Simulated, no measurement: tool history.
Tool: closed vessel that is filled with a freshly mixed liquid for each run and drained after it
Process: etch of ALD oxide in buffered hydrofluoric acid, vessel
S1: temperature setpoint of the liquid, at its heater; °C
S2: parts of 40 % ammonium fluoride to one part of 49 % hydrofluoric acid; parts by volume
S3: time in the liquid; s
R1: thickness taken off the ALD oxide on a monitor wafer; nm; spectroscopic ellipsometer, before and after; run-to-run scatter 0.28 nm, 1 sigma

| run | day | S1 | S2 | S3 | R1 |
|---|---|---|---|---|---|
| 1 | 0 | 24 | 16.5 | 30 | 31.288 |
| 2 | 0.35 | 25.5 | 15 | 30 | 37.511 |
| 3 | 0.483 | 23.5 | 15 | 30 | 33.646 |
| 4 | 0.592 | 25 | 14 | 30 | 38.924 |
| 5 | 0.638 | 26 | 13 | 30 | 44.202 |
| 6 | 0.754 | 26 | 10 | 30 | 57.358 |
| 7 | 0.925 | 27 | 10 | 30 | 60.83 |
| 8 | 1.012 | 28 | 10 | 30 | 63.46 |

Forecast run 9:
| 9 | 1.271 | 28.5 | 10 | 30 | ? |

R1: 65.306 nm

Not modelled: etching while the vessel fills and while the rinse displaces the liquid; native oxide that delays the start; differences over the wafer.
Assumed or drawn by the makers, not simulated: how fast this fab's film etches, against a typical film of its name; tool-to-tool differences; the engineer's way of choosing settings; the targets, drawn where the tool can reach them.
